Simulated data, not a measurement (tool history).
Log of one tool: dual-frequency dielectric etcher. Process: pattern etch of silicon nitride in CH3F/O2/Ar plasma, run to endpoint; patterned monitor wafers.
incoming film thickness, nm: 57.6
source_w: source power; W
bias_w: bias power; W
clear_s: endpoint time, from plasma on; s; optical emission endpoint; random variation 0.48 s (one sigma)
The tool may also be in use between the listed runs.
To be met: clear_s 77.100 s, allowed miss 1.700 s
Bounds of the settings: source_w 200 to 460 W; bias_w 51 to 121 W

run  hour  source_w  bias_w  clear_s
  1   0.0       330      86   85.511
  2   9.0       330      70   92.859
  3  14.1       360      74   86.417
  4  19.6       310      74   93.296
  5  22.0       340      76   87.932
  6  28.1       390      76   81.451
  7  37.0       400      76   80.776
  8  42.9       410      76   79.444
  9  43.8       420      76   79.045

Which of these 4 next moves meets every target?
  A  44.7       420      70        ?
  B  44.7       460      69        ?
  C  44.7       420      67        ?
  D  44.7       440      68        ?

move  clear_s
   A   81.238
   B   77.920
   C   82.289
   D   80.018
A: further off than the last run
B: meets every target
C: further off than the last run
D: further off than the last run
Move B is the one to make.
